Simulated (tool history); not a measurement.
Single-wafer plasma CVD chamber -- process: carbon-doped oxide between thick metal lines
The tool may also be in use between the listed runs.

| run | hour | heater temperature setpoint (°C) | chamber pressure (Torr) | RF power (kW) | deposition time (s) | mean film thickness on the monitor wafer (angstrom) |
|---|---|---|---|---|---|---|
| 1 | 0.0 | 370 | 4.25 | 0.435 | 101 | 4254.0 |
| 2 | 4.9 | 370 | 4.25 | 0.390 | 101 | 3875.6 |
| 3 | 7.1 | 370 | 3.99 | 0.390 | 101 | 3836.8 |
| 4 | 11.8 | 374 | 3.99 | 0.390 | 101 | 3804.9 |
| 5 | 15.8 | 374 | 3.99 | 0.390 | 96 | 3619.5 |
| 6 | 24.1 | 380 | 3.99 | 0.390 | 96 | 3591.2 |
| 7 | 25.8 | 380 | 4.14 | 0.400 | 96 | 3679.4 |
| 8 | 29.7 | 379 | 4.29 | 0.410 | 96 | 3790.3 |
| 9 | 38.4 | 378 | 4.43 | 0.420 | 96 | 3894.5 |
| 10 | 42.7 | 377 | 4.56 | 0.425 | 96 | 3953.7 |

Run 11 comes next. What will it give?
| 11 | 49.9 | 376 | 4.67 | 0.430 | 96 | ? |

mean film thickness on the monitor wafer (angstrom): 3994.3

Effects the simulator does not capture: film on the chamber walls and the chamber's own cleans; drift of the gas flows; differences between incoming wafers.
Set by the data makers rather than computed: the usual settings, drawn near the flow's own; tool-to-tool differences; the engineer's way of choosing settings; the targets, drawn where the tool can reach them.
